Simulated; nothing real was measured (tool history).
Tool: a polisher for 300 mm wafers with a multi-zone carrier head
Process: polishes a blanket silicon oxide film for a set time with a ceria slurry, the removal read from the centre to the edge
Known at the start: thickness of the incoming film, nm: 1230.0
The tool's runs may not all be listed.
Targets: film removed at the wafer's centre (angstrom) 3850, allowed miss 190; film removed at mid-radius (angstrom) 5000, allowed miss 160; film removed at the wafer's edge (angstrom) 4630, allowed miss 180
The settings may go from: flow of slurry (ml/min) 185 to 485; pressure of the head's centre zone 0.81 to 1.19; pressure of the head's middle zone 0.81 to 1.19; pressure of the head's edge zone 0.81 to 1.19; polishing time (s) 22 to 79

run    day  flow of slurry (ml/min)  pressure of the head's centre zone  pressure of the head's middle zone  pressure of the head's edge zone  polishing time (s)  film removed at the wafer's centre (angstrom)  film removed at mid-radius (angstrom)  film removed at the wafer's edge (angstrom)
  1      0                      310                                   1                                   1                                 1                  50                                         3201.7                                   3192                                       3087.5
  2    0.1                      310                                0.96                                1.04                              1.05                  55                                         3396.2                                 3613.6                                       3479.6
  3  0.175                      310                                0.92                                1.08                              1.08                  59                                         3531.7                                 4022.6                                       3774.7
  4  0.229                      310                                0.89                                 1.1                              1.11                  62                                         3467.5                                 4268.6                                       3983.5
  5  0.575                      310                                0.97                                 1.1                              1.11                  62                                           3789                                 4237.1                                       4096.7
  6  0.696                      315                                0.95                                1.13                              1.13                  64                                         3975.4                                 4587.5                                         4150
  7  0.754                      310                                0.92                                1.13                              1.14                  66                                         3824.2                                   4739                                       4425.9
  8  0.933                      330                                0.91                                1.17                              1.18                  67                                         3911.9                                 4883.2                                       4372.8

4 next moves are on the table. One of them brings every result within its allowed miss. Which?
  A  1.112                      260                                0.88                                1.15                              1.19                  70                                              ?                                      ?                                            ?
  B  1.112                      325                                0.83                                0.99                              1.17                  72                                              ?                                      ?                                            ?
  C  1.112                      280                                0.87                                0.99                              1.19                  75                                              ?                                      ?                                            ?
  D  1.112                      395                                0.97                                1.18                              1.15                  63                                              ?                                      ?                                            ?

move  film removed at the wafer's centre (angstrom)  film removed at mid-radius (angstrom)  film removed at the wafer's edge (angstrom)
   A                                         3867.9                                 4934.6                                       4509.7
   B                                         3829.5                                 4558.1                                         4690
   C                                         4123.9                                   4686                                       4867.8
   D                                         3990.6                                   4699                                       4114.1
A: meets every target
B: brings the result that was furthest off to its target, and leaves another outside
C: takes the result that was furthest off past its target
D: further off than the last run
Answer: A

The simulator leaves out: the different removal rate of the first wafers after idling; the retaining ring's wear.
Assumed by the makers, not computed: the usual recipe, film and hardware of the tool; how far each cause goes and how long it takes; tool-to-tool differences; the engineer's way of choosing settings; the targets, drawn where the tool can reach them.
